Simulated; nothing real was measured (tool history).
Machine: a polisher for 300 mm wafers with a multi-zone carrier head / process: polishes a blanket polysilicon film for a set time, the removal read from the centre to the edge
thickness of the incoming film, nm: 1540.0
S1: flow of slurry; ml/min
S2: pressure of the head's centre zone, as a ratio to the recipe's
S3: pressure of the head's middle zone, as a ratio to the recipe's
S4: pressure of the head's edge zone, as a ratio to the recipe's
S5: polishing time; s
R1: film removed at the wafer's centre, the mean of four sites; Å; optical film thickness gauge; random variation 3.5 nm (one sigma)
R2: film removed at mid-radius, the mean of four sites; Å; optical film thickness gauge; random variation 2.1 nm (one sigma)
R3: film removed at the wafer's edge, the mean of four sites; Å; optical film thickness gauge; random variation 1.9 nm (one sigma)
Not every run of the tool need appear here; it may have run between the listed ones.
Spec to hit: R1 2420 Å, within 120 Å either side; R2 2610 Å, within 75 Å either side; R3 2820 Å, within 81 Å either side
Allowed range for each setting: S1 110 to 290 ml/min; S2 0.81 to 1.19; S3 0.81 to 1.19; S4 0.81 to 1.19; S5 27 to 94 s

run 1 hour=0 | S1=185 S2=1 S3=1 S4=1 S5=60 | R1=1771.1 R2=1825.7 R3=1785.6
run 2 hour=3.6 | S1=185 S2=1 S3=1 S4=0.92 S5=60 | R1=1779.1 R2=1818.6 R3=1711.5
run 3 hour=11.3 | S1=190 S2=0.99 S3=0.99 S4=0.96 S5=64 | R1=1882.3 R2=1936.4 R3=1872.2
run 4 hour=20.2 | S1=220 S2=0.99 S3=0.99 S4=0.96 S5=64 | R1=1937.4 R2=1979.4 R3=1939.7
run 5 hour=23.4 | S1=230 S2=0.98 S3=0.99 S4=0.99 S5=66 | R1=1984.5 R2=2037.1 R3=2015.4
run 6 hour=26.8 | S1=235 S2=0.97 S3=0.99 S4=1.02 S5=69 | R1=2093.6 R2=2143.3 R3=2160.5
run 7 hour=31.8 | S1=240 S2=0.96 S3=0.99 S4=1.05 S5=71 | R1=2183.9 R2=2217.4 R3=2226.1
run 8 hour=37 | S1=245 S2=0.93 S3=0.98 S4=1.07 S5=73 | R1=2109 R2=2256.3 R3=2311.7
run 9 hour=38.6 | S1=250 S2=0.92 S3=0.98 S4=1.09 S5=75 | R1=2189.4 R2=2334.1 R3=2415.7
run 10 hour=43.9 | S1=250 S2=0.92 S3=0.98 S4=1.09 S5=75 | R1=2183 R2=2339.1 R3=2411.4
run 11 hour=50 | S1=250 S2=0.91 S3=0.98 S4=1.1 S5=76 | R1=2168.3 R2=2379.1 R3=2460.2
run 12 hour=57.8 | S1=250 S2=0.91 S3=0.98 S4=1.11 S5=77 | R1=2182 R2=2413.3 R3=2504.6
run 13 hour=59.2 | S1=250 S2=0.91 S3=0.98 S4=1.12 S5=78 | R1=2168.5 R2=2436.4 R3=2550.4

Consider the 5 candidate settings below. Which is the only one whose results all fall within their allowed miss of target?
run A hour=60.6 | S1=235 S2=1.05 S3=1 S4=0.92 S5=72 | R1=? R2=? R3=?
run B hour=60.6 | S1=290 S2=0.87 S3=0.96 S4=1.15 S5=85 | R1=? R2=? R3=?
run C hour=60.6 | S1=290 S2=0.98 S3=1.08 S4=1.03 S5=83 | R1=? R2=? R3=?
run D hour=60.6 | S1=225 S2=0.83 S3=1.01 S4=1.14 S5=88 | R1=? R2=? R3=?
run E hour=60.6 | S1=280 S2=0.92 S3=0.9 S4=1.17 S5=84 | R1=? R2=? R3=?

move=A R1=2386.7 R2=2266.8 R3=2094.3
move=B R1=2394.2 R2=2650.8 R3=2810.5
move=C R1=2638.2 R2=2858.7 R3=2592.1
move=D R1=2286.9 R2=2780.2 R3=2830
move=E R1=2492 R2=2472.5 R3=2796.9
A: moves away from the targets compared with the last run
B: in spec on every target
C: no better and no worse than the last run
D: brings the result that was furthest off to its target, and leaves another outside
E: brings the result that was furthest off to its target, and leaves another outside
The right move is B.
